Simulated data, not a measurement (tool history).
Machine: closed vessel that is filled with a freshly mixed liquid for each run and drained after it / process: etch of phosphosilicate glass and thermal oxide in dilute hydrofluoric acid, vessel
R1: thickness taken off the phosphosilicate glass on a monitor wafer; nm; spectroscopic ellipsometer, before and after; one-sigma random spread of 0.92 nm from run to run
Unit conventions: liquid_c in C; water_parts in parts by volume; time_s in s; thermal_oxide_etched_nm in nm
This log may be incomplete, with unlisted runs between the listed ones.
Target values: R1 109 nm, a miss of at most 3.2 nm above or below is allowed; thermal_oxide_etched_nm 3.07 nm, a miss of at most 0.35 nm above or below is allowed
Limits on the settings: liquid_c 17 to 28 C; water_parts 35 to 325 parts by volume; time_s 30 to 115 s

{"run": 1, "hour": 0.0, "liquid_c": 20, "water_parts": 180, "time_s": 60, "R1": 39.284, "thermal_oxide_etched_nm": 1.0407}
{"run": 2, "hour": 5.9, "liquid_c": 22.5, "water_parts": 145, "time_s": 60, "R1": 56.032, "thermal_oxide_etched_nm": 1.5248}
{"run": 3, "hour": 14.3, "liquid_c": 24, "water_parts": 125, "time_s": 60, "R1": 70.446, "thermal_oxide_etched_nm": 1.8635}
{"run": 4, "hour": 20.9, "liquid_c": 24, "water_parts": 125, "time_s": 45, "R1": 51.602, "thermal_oxide_etched_nm": 1.483}
{"run": 5, "hour": 28.9, "liquid_c": 25, "water_parts": 100, "time_s": 45, "R1": 69.498, "thermal_oxide_etched_nm": 1.9321}
{"run": 6, "hour": 34.3, "liquid_c": 26, "water_parts": 90, "time_s": 45, "R1": 82.978, "thermal_oxide_etched_nm": 2.3596}
{"run": 7, "hour": 41.0, "liquid_c": 26.5, "water_parts": 85, "time_s": 45, "R1": 89.276, "thermal_oxide_etched_nm": 2.469}
{"run": 8, "hour": 49.7, "liquid_c": 28, "water_parts": 60, "time_s": 45, "R1": 137.73, "thermal_oxide_etched_nm": 4.0324}
{"run": 9, "hour": 56.4, "liquid_c": 27, "water_parts": 60, "time_s": 45, "R1": 133.6, "thermal_oxide_etched_nm": 3.8477}
{"run": 10, "hour": 58.8, "liquid_c": 26, "water_parts": 60, "time_s": 45, "R1": 128.84, "thermal_oxide_etched_nm": 3.5029}
{"run": 11, "hour": 65.9, "liquid_c": 26, "water_parts": 65, "time_s": 45, "R1": 116.77, "thermal_oxide_etched_nm": 3.3589}
{"run": 12, "hour": 68.9, "liquid_c": 25.5, "water_parts": 65, "time_s": 45, "R1": 117, "thermal_oxide_etched_nm": 3.3674}
{"run": 13, "hour": 71.4, "liquid_c": 25, "water_parts": 65, "time_s": 45, "R1": 111.65, "thermal_oxide_etched_nm": 3.4299}

Pick the move, out of 5, that brings all results within their allowed miss; only one does.
{"run": "A", "hour": 73.9, "liquid_c": 28, "water_parts": 100, "time_s": 65, "R1": "?", "thermal_oxide_etched_nm": "?"}
{"run": "B", "hour": 73.9, "liquid_c": 26.5, "water_parts": 70, "time_s": 45, "R1": "?", "thermal_oxide_etched_nm": "?"}
{"run": "C", "hour": 73.9, "liquid_c": 28, "water_parts": 85, "time_s": 55, "R1": "?", "thermal_oxide_etched_nm": "?"}
{"run": "D", "hour": 73.9, "liquid_c": 28, "water_parts": 120, "time_s": 80, "R1": "?", "thermal_oxide_etched_nm": "?"}
{"run": "E", "hour": 73.9, "liquid_c": 24.5, "water_parts": 50, "time_s": 35, "R1": "?", "thermal_oxide_etched_nm": "?"}

move=A R1=115.36 thermal_oxide_etched_nm=3.1567
move=B R1=112.09 thermal_oxide_etched_nm=3.0674
move=C R1=117.21 thermal_oxide_etched_nm=3.2075
move=D R1=115.21 thermal_oxide_etched_nm=3.1528
move=E R1=115.7 thermal_oxide_etched_nm=3.1659
A: puts the biggest miss on target and leaves a different result outside tolerance
B: every result within its allowed miss
C: puts the biggest miss on target and leaves a different result outside tolerance
D: puts the biggest miss on target and leaves a different result outside tolerance
E: puts the biggest miss on target and leaves a different result outside tolerance
B meets every target.
